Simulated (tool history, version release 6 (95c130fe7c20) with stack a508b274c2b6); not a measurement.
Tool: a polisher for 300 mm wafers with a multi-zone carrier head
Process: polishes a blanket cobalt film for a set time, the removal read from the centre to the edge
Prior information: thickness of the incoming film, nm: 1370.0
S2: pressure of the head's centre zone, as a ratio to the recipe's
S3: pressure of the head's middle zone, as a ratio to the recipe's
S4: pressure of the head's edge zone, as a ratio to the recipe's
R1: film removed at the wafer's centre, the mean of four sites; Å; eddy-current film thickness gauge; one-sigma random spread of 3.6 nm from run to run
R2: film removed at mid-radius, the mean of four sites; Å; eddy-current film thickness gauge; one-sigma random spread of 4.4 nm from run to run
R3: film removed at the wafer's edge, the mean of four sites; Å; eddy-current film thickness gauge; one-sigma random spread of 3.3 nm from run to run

{"run": 1, "hour": 0.0, "flow of slurry (ml/min)": 145, "S2": 1, "S3": 1, "S4": 1, "polishing time (s)": 77, "R1": 3215.9, "R2": 3155.5, "R3": 2918.1}
{"run": 2, "hour": 2.8, "flow of slurry (ml/min)": 165, "S2": 1, "S3": 1, "S4": 1, "polishing time (s)": 77, "R1": 3346.4, "R2": 3223.5, "R3": 2987.9}
{"run": 3, "hour": 8.7, "flow of slurry (ml/min)": 165, "S2": 1, "S3": 1, "S4": 1, "polishing time (s)": 66, "R1": 2775.5, "R2": 2754.8, "R3": 2516.8}
{"run": 4, "hour": 11.7, "flow of slurry (ml/min)": 165, "S2": 0.98, "S3": 1.02, "S4": 1.01, "polishing time (s)": 66, "R1": 2704.6, "R2": 2837.6, "R3": 2618.1}
{"run": 5, "hour": 14.2, "flow of slurry (ml/min)": 165, "S2": 0.98, "S3": 0.94, "S4": 1.01, "polishing time (s)": 66, "R1": 2754.7, "R2": 2700.7, "R3": 2557.8}
{"run": 6, "hour": 18.1, "flow of slurry (ml/min)": 165, "S2": 0.98, "S3": 1.02, "S4": 1.01, "polishing time (s)": 66, "R1": 2807.2, "R2": 2829.9, "R3": 2598.3}
{"run": 7, "hour": 26.1, "flow of slurry (ml/min)": 165, "S2": 0.96, "S3": 1.04, "S4": 1, "polishing time (s)": 66, "R1": 2717.7, "R2": 2911, "R3": 2610.5}
{"run": 8, "hour": 30.9, "flow of slurry (ml/min)": 165, "S2": 0.95, "S3": 1.05, "S4": 1, "polishing time (s)": 66, "R1": 2690.7, "R2": 2795.6, "R3": 2553.7}
{"run": 9, "hour": 35.7, "flow of slurry (ml/min)": 170, "S2": 0.94, "S3": 1.07, "S4": 1.01, "polishing time (s)": 66, "R1": 2677.8, "R2": 2939.4, "R3": 2606.8}
{"run": 10, "hour": 38.0, "flow of slurry (ml/min)": 170, "S2": 0.93, "S3": 1.08, "S4": 1.02, "polishing time (s)": 66, "R1": 2678.7, "R2": 2981.8, "R3": 2556.2}

Run 11 is up next; what results do you expect?
{"run": 11, "hour": 44.2, "flow of slurry (ml/min)": 165, "S2": 0.91, "S3": 1.07, "S4": 1.02, "polishing time (s)": 67, "R1": "?", "R2": "?", "R3": "?"}

{"run 11": {"R1": 2622, "R2": 3031, "R3": 2596.2}}
